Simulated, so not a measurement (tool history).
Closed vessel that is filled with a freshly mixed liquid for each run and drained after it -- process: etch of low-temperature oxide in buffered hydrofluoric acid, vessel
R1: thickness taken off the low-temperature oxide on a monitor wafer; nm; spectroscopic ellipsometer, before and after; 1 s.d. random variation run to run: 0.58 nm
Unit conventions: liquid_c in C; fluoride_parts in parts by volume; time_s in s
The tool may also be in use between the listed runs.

run 1 hour=0.0 | liquid_c=20.0 fluoride_parts=15.5 time_s=95 | R1=110.87
run 2 hour=5.5 | liquid_c=20.5 fluoride_parts=15.5 time_s=95 | R1=113.32
run 3 hour=8.6 | liquid_c=21.0 fluoride_parts=15.5 time_s=95 | R1=116.71
run 4 hour=10.4 | liquid_c=21.5 fluoride_parts=15.5 time_s=95 | R1=120.35
run 5 hour=16.3 | liquid_c=23.0 fluoride_parts=15.5 time_s=95 | R1=130.05
run 6 hour=18.2 | liquid_c=23.5 fluoride_parts=15.5 time_s=95 | R1=133.98
run 7 hour=25.9 | liquid_c=24.5 fluoride_parts=15.5 time_s=95 | R1=141.28
-- hour=33.4 thermometer replaced
run 8 hour=33.4 | liquid_c=25.5 fluoride_parts=15.5 time_s=95 | R1=166.14
run 9 hour=38.3 | liquid_c=25.0 fluoride_parts=15.5 time_s=95 | R1=161.85

For run 10, what comes out?
run 10 hour=44.0 | liquid_c=24.5 fluoride_parts=15.5 time_s=95 | R1=?

{"run 10": {"R1": 158.74}}
